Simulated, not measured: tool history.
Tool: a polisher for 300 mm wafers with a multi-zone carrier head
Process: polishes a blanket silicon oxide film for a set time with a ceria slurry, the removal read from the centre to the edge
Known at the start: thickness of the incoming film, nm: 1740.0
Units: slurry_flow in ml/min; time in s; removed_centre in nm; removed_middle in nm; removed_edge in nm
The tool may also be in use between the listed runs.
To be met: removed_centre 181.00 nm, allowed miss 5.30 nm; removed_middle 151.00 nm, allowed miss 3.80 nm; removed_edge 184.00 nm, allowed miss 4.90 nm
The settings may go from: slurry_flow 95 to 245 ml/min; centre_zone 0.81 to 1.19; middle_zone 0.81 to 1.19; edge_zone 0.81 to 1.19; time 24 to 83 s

run,hour,slurry_flow,centre_zone,middle_zone,edge_zone,time,removed_centre,removed_middle,removed_edge
1,0.0,155,1.00,1.00,1.00,53,181.43,189.72,184.42
2,5.3,155,1.00,1.08,1.00,53,181.76,202.09,185.74
3,7.2,175,1.00,1.08,1.00,53,185.04,207.34,188.30
4,8.8,175,1.00,1.08,1.00,60,209.24,228.91,215.54
5,14.0,165,1.01,1.03,1.03,58,202.06,212.87,207.44
6,17.6,155,1.02,0.99,1.06,57,198.80,200.07,203.43
7,20.1,145,1.03,0.96,1.08,56,193.27,189.45,200.26
8,23.9,140,1.04,0.93,1.09,55,191.23,179.86,196.02
9,30.2,135,1.04,0.91,1.09,55,188.66,173.99,196.03
10,33.6,100,1.07,0.81,1.02,54,173.42,145.49,175.28
11,34.7,130,1.07,0.81,1.07,54,186.79,154.31,191.69

Which of these 5 next moves meets every target?
A,35.8,125,1.03,0.84,1.11,55,?,?,?
B,35.8,125,0.96,0.89,1.06,53,?,?,?
C,35.8,100,1.12,0.85,1.11,54,?,?,?
D,35.8,105,1.05,0.94,1.04,52,?,?,?
E,35.8,120,1.05,0.85,1.01,54,?,?,?

move,removed_centre,removed_middle,removed_edge
A,180.91,160.66,195.93
B,165.20,162.42,185.50
C,177.09,150.01,184.64
D,164.91,159.33,175.07
E,178.28,157.71,184.58
A: further off than the last run
B: brings the result that was furthest off to its target, and leaves another outside
C: meets every target
D: takes the result that was furthest off past its target
E: brings the result that was furthest off to its target, and leaves another outside
Move C is the one to make.

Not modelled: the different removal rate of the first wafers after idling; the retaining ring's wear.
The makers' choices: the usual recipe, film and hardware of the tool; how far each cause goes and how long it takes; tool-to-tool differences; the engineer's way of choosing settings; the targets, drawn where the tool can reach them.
